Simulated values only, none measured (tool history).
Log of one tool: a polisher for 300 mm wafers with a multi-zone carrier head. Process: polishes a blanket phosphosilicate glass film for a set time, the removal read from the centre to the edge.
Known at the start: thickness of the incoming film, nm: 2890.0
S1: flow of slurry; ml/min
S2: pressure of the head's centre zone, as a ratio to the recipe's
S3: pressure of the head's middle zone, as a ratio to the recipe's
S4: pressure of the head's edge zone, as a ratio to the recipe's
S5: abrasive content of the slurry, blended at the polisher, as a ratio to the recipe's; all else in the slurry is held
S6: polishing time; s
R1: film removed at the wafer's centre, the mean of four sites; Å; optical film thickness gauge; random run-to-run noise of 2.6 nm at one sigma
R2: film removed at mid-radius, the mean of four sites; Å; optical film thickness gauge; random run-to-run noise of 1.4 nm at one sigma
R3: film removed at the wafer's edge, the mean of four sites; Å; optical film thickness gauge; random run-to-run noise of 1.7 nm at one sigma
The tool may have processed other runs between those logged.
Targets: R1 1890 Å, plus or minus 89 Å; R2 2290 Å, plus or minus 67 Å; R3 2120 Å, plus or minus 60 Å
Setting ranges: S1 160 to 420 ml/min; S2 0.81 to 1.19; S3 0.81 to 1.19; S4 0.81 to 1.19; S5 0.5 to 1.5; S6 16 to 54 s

{"run": 1, "day": 0.0, "S1": 270, "S2": 1, "S3": 1, "S4": 1, "S5": 1, "S6": 35, "R1": 2388.3, "R2": 2383.8, "R3": 2330.4}
{"run": 2, "day": 0.058, "S1": 210, "S2": 1, "S3": 1, "S4": 1, "S5": 1, "S6": 35, "R1": 2306.3, "R2": 2314.1, "R3": 2254.3}
{"run": 3, "day": 0.417, "S1": 200, "S2": 0.96, "S3": 1.01, "S4": 0.99, "S5": 1, "S6": 35, "R1": 2122.9, "R2": 2345.6, "R3": 2231.3}
{"run": 4, "day": 0.746, "S1": 225, "S2": 0.96, "S3": 1.01, "S4": 0.99, "S5": 1, "S6": 35, "R1": 2160.5, "R2": 2351.5, "R3": 2276.3}
{"run": 5, "day": 0.862, "S1": 215, "S2": 0.95, "S3": 1.01, "S4": 0.97, "S5": 1, "S6": 35, "R1": 2120.5, "R2": 2354.6, "R3": 2230.5}
{"run": 6, "day": 1.012, "S1": 215, "S2": 0.95, "S3": 1.09, "S4": 0.97, "S5": 1, "S6": 35, "R1": 2177.4, "R2": 2499.8, "R3": 2250}
{"run": 7, "day": 1.371, "S1": 205, "S2": 0.93, "S3": 1.07, "S4": 0.96, "S5": 1, "S6": 35, "R1": 2050.8, "R2": 2459.5, "R3": 2228.2}
{"run": 8, "day": 1.746, "S1": 200, "S2": 0.92, "S3": 1.05, "S4": 0.95, "S5": 1, "S6": 35, "R1": 2059.8, "R2": 2379.5, "R3": 2199.7}
{"run": 9, "day": 1.908, "S1": 195, "S2": 0.9, "S3": 1.05, "S4": 0.94, "S5": 1, "S6": 35, "R1": 2052.8, "R2": 2360, "R3": 2169}
{"run": 10, "day": 1.942, "S1": 185, "S2": 0.81, "S3": 1.04, "S4": 0.95, "S5": 0.95, "S6": 35, "R1": 1788.8, "R2": 2276.1, "R3": 2114.4}
{"run": 11, "day": 2.05, "S1": 190, "S2": 0.82, "S3": 1.04, "S4": 0.95, "S5": 0.95, "S6": 35, "R1": 1761.2, "R2": 2311.9, "R3": 2149.5}

4 candidate next runs follow, results not yet known. Just one meets every target within its allowed miss. Identify it.
{"run": "A", "day": 2.158, "S1": 250, "S2": 0.93, "S3": 1.07, "S4": 0.92, "S5": 1.15, "S6": 33, "R1": "?", "R2": "?", "R3": "?"}
{"run": "B", "day": 2.158, "S1": 175, "S2": 0.83, "S3": 0.99, "S4": 0.94, "S5": 0.7, "S6": 42, "R1": "?", "R2": "?", "R3": "?"}
{"run": "C", "day": 2.158, "S1": 160, "S2": 0.87, "S3": 1.05, "S4": 0.93, "S5": 1, "S6": 35, "R1": "?", "R2": "?", "R3": "?"}
{"run": "D", "day": 2.158, "S1": 210, "S2": 0.81, "S3": 1.08, "S4": 0.91, "S5": 0.95, "S6": 33, "R1": "?", "R2": "?", "R3": "?"}

move=A R1=2159.3 R2=2494.7 R3=2234.7
move=B R1=1851.4 R2=2263.5 R3=2215.6
move=C R1=1856.1 R2=2278.4 R3=2124.3
move=D R1=1689.6 R2=2269.6 R3=2021
A: takes the biggest miss from the last run beyond its target
B: meets the target for the result that was furthest off, but another lies outside its allowed miss
C: every result within its allowed miss
D: further off than the last run
So the answer is move C, the one that meets all the targets.
